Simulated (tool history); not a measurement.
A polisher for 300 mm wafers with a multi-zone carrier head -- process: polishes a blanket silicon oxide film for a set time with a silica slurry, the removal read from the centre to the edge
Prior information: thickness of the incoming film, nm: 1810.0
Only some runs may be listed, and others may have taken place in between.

run    day  flow of slurry (ml/min)  pressure of the head's centre zone  pressure of the head's middle zone  pressure of the head's edge zone  abrasive content of the slurry  polishing time (s)  film removed at the wafer's centre (nm)  film removed at mid-radius (nm)  film removed at the wafer's edge (nm)
  1      0                      180                                   1                                   1                                 1                               1                  34                                    125.3                              131                                 126.48
  2  0.317                      180                                0.97                                   1                                 1                               1                  34                                   122.92                           130.35                                 126.72
  3  0.467                      180                                0.97                                   1                                 1                               1                  29                                   104.61                              110                                 107.34
  4  0.771                      185                                0.97                                1.04                              0.99                               1                  29                                   103.03                            115.2                                 105.84
  5  1.138                      195                                0.98                                1.06                              0.99                               1                  29                                   105.55                           114.23                                 107.25
  6  1.192                      195                                0.98                                1.06                              1.05                               1                  29                                   106.75                           116.05                                 110.82
  7  1.504                      195                                0.98                                1.09                              1.04                               1                  29                                   105.53                           117.77                                 108.55

What will run 8 give?
  8  1.788                      195                                0.98                                1.11                              1.04                               1                  29                                        ?                                ?                                      ?

film removed at the wafer's centre (nm): 105.05
film removed at mid-radius (nm): 119.99
film removed at the wafer's edge (nm): 108.94
